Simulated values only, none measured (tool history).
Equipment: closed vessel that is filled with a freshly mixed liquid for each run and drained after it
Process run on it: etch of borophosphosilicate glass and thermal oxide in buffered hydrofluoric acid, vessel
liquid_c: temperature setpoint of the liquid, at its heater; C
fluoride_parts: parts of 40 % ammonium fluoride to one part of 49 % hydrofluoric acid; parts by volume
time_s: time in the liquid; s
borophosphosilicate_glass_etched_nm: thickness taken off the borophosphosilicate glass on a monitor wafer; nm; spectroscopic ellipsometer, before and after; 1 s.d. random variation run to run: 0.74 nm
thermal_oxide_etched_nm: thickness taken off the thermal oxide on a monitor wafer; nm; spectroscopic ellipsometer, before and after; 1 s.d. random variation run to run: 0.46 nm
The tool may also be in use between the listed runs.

| run | hour | liquid_c | fluoride_parts | time_s | borophosphosilicate_glass_etched_nm | thermal_oxide_etched_nm |
|---|---|---|---|---|---|---|
| 1 | 0 | 22 | 10.5 | 60 | 93.227 | 57.96 |
| 2 | 1.5 | 23 | 10.5 | 60 | 98.538 | 61.513 |
| 3 | 6.5 | 23 | 10.5 | 70 | 115.42 | 71.939 |
| 4 | 10.4 | 23 | 10.5 | 45 | 74.032 | 45.889 |
| 5 | 14.5 | 24.5 | 10 | 45 | 84.176 | 52.649 |
| 6 | 20.4 | 25.5 | 9.5 | 45 | 92.5 | 57.01 |

Run 7 has not been measured yet. What should we expect?
| 7 | 21.6 | 26.5 | 9 | 45 | ? | ? |

Run 7 produced borophosphosilicate_glass_etched_nm 98.672 nm, thermal_oxide_etched_nm 62.657 nm.
